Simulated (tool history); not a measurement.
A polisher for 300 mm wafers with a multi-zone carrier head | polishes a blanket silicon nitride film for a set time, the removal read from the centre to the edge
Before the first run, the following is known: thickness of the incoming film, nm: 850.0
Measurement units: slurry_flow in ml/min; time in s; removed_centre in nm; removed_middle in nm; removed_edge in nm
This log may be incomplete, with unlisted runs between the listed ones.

run  hour  slurry_flow  centre_zone  middle_zone  edge_zone  time  removed_centre  removed_middle  removed_edge
  1   0.0          125         1.00         1.00       1.00    59          86.711          85.846        86.105
  2   2.8          125         1.00         1.00       1.00    67         100.410          96.823        99.525
  3   6.7          100         1.00         1.00       1.00    67          91.299          91.963        95.542
  4  11.1          120         1.01         1.02       1.00    67          99.098          98.038       102.390
  5  17.7          135         1.01         1.02       0.95    67         103.090         101.570        97.652
  6  21.3          135         1.09         1.02       0.95    67         110.600         102.810       100.000
  7  28.6          145         1.09         1.03       0.95    67         109.820         102.540       103.430
  8  31.3          155         1.10         1.04       0.93    67         113.170         103.420       100.710

What will run 9 give?
  9  33.2          160         1.10         1.06       0.93    67               ?               ?             ?

Run 9 produced removed_centre 115.010 nm, removed_middle 106.740 nm, removed_edge 100.780 nm.

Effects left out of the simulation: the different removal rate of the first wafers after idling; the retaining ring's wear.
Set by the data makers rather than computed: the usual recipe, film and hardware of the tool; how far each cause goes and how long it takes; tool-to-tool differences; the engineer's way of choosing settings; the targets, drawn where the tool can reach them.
